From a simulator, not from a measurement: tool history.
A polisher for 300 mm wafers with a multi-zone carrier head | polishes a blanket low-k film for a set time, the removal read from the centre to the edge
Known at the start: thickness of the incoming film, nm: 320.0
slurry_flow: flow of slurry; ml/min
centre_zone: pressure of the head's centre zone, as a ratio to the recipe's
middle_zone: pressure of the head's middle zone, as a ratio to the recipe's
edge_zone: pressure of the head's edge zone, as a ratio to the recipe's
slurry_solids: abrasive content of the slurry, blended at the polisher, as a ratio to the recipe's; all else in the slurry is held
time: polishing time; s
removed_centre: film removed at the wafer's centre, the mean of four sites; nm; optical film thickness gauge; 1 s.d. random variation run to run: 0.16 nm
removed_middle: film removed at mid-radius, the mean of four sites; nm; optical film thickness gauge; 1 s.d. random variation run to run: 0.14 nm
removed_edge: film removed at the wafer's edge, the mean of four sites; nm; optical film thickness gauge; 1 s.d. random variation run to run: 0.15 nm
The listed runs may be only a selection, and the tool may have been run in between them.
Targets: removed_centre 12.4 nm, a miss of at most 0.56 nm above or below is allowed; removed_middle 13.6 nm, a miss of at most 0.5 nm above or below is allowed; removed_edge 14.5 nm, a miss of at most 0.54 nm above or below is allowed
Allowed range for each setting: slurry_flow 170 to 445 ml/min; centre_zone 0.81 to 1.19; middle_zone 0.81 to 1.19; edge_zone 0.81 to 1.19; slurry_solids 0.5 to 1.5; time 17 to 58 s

run  hour  slurry_flow  centre_zone  middle_zone  edge_zone  slurry_solids  time  removed_centre  removed_middle  removed_edge
  1     0          285            1            1          1              1    37          11.169          10.838         11.03
  2   7.3          285         0.98         1.01       1.04            1.1    37          11.509          11.582         11.73
  3  13.2          285         0.95            1       1.08            1.2    37          11.559           11.62        12.309
  4    15          285         0.95            1       1.02            1.2    37          11.282          11.797        11.946
  5  20.9          285         0.95         1.04       1.02            1.2    37          11.582          12.221        11.987
  6  23.8          285         0.95            1       1.02            1.2    37          11.367          11.765        11.802
  7  27.1          280         0.93         1.02       1.07           1.25    37          11.792          12.168        12.625
     33.4  -- worn pad replaced by a new one
  8  33.4          295         0.86         1.12       1.17           1.35    37          11.748          14.056        14.421
  9  41.8          295         0.87         1.11       1.17           1.35    37          12.015          14.256        14.352

Exactly one of the 5 candidate moves below puts every result within its allowed miss. Which one?
  A  50.2          390         1.07         1.11        1.1           1.25    36               ?               ?             ?
  B  50.2          250          0.9         1.06       1.19            1.3    38               ?               ?             ?
  C  50.2          295         1.05         1.09       1.13           1.35    36               ?               ?             ?
  D  50.2          385         1.01         1.03       1.19           1.15    39               ?               ?             ?
  E  50.2          310         0.89          1.1       1.08            1.2    37               ?               ?             ?

move  removed_centre  removed_middle  removed_edge
   A          13.768          13.639        13.391
   B          12.146          13.659        14.503
   C          13.578          13.542        13.708
   D          13.739          13.629        14.647
   E          11.629          13.515        13.277
A: corrects the largest miss of the last run, while another result sits out of spec
B: each result inside its tolerance
C: corrects the largest miss of the last run, while another result sits out of spec
D: corrects the largest miss of the last run, while another result sits out of spec
E: corrects the largest miss of the last run, while another result sits out of spec
Correct choice: B, which meets every target
